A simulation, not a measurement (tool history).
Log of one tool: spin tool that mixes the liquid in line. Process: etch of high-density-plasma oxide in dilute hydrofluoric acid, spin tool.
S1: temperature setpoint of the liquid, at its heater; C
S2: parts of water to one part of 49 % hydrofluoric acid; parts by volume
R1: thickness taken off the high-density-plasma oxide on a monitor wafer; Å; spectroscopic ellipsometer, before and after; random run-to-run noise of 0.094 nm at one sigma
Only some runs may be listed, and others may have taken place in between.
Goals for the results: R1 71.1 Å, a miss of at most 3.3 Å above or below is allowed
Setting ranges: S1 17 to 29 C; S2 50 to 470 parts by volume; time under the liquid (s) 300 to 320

{"run": 1, "hour": 0.0, "S1": 21, "S2": 260, "time under the liquid (s)": 300, "R1": 45.707}
{"run": 2, "hour": 4.0, "S1": 23, "S2": 260, "time under the liquid (s)": 300, "R1": 48.232}
{"run": 3, "hour": 8.3, "S1": 23.5, "S2": 255, "time under the liquid (s)": 300, "R1": 50.309}
{"run": 4, "hour": 16.6, "S1": 23.5, "S2": 255, "time under the liquid (s)": 320, "R1": 53.55}
{"run": 5, "hour": 25.1, "S1": 23.5, "S2": 255, "time under the liquid (s)": 320, "R1": 55.629}
{"run": 6, "hour": 27.5, "S1": 26, "S2": 255, "time under the liquid (s)": 320, "R1": 61.146}
{"run": 7, "hour": 31.0, "S1": 26.5, "S2": 255, "time under the liquid (s)": 320, "R1": 61.49}
{"run": 8, "hour": 37.4, "S1": 27.5, "S2": 245, "time under the liquid (s)": 320, "R1": 64.315}

Consider the 4 candidate settings below. Which is the only one whose results all fall within their allowed miss of target?
{"run": "A", "hour": 43.8, "S1": 29, "S2": 275, "time under the liquid (s)": 320, "R1": "?"}
{"run": "B", "hour": 43.8, "S1": 25.5, "S2": 205, "time under the liquid (s)": 320, "R1": "?"}
{"run": "C", "hour": 43.8, "S1": 28, "S2": 220, "time under the liquid (s)": 300, "R1": "?"}
{"run": "D", "hour": 43.8, "S1": 26, "S2": 200, "time under the liquid (s)": 320, "R1": "?"}

move=A R1=60.153
move=B R1=77.22
move=C R1=72.489
move=D R1=81.046
A: further off than the last run
B: takes the biggest miss from the last run beyond its target
C: meets every target
D: takes the biggest miss from the last run beyond its target
Go with C: it meets all targets.
